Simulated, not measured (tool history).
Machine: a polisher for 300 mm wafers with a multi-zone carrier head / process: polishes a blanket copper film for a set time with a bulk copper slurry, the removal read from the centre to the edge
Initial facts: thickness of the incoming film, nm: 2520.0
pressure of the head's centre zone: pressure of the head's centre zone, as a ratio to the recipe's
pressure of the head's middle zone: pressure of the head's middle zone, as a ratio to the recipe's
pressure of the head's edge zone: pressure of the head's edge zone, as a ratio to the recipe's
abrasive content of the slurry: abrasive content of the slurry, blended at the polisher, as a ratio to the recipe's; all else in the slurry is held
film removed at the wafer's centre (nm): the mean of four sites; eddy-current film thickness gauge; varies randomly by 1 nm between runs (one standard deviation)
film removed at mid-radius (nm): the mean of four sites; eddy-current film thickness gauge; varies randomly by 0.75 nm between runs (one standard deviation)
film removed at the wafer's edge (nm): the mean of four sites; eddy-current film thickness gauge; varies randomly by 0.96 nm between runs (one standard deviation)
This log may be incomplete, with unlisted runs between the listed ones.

run,hour,flow of slurry (ml/min),pressure of the head's centre zone,pressure of the head's middle zone,pressure of the head's edge zone,abrasive content of the slurry,polishing time (s),film removed at the wafer's centre (nm),film removed at mid-radius (nm),film removed at the wafer's edge (nm)
1,0.0,195,1.00,1.00,1.00,1.00,41,224.26,223.14,220.16
2,2.4,195,1.00,1.00,1.00,1.10,41,229.01,228.27,227.41
3,8.7,190,0.98,0.98,0.94,0.90,35,186.28,184.14,181.57
4,14.2,190,0.98,0.98,0.94,0.90,28,149.00,147.23,147.00
5,22.6,185,0.98,0.99,0.90,0.75,26,134.02,133.96,129.03
6,27.3,160,0.98,0.99,0.90,0.75,26,130.83,131.03,127.27
7,33.2,150,0.99,0.99,0.87,0.70,26,129.01,129.85,123.63

Predict the results of run 8:
8,38.9,145,1.00,0.99,0.85,0.65,26,?,?,?

Run 8 produced film removed at the wafer's centre (nm) 129.03, film removed at mid-radius (nm) 125.62, film removed at the wafer's edge (nm) 120.67.
